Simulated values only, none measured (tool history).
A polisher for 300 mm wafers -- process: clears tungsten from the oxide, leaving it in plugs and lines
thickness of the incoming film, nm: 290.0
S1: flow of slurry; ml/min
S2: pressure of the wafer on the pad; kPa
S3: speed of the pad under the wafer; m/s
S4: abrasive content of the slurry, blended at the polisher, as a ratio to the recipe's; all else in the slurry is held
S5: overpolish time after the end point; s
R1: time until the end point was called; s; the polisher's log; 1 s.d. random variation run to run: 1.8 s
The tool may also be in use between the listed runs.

Run 1, hour 0: S1 280 ml/min, S2 22.1 kPa, S3 1.4 m/s, S4 1, S5 19 s. Result: R1 70.614 s.
Run 2, hour 3.1: S1 280 ml/min, S2 22.1 kPa, S3 1.7 m/s, S4 1, S5 19 s. Result: R1 56.462 s.
Run 3, hour 8.5: S1 280 ml/min, S2 17.2 kPa, S3 1.7 m/s, S4 1, S5 19 s. Result: R1 72.399 s.
Run 4, hour 16.1: S1 280 ml/min, S2 15.9 kPa, S3 1.7 m/s, S4 1, S5 19 s. Result: R1 79.187 s.
Run 5, hour 23.8: S1 280 ml/min, S2 15.9 kPa, S3 1.7 m/s, S4 1, S5 19 s. Result: R1 77 s.
Run 6, hour 28.8: S1 280 ml/min, S2 15.9 kPa, S3 1.7 m/s, S4 1.1, S5 19 s. Result: R1 76.407 s.
Run 7, hour 31.5: S1 280 ml/min, S2 15.2 kPa, S3 1.68 m/s, S4 1.1, S5 19 s. Result: R1 78.373 s.

What will run 8 give?
Run 8, hour 39.8: S1 280 ml/min, S2 14.5 kPa, S3 1.66 m/s, S4 1.1, S5 19 s. Result: R1 ?.

R1: 83.476 s
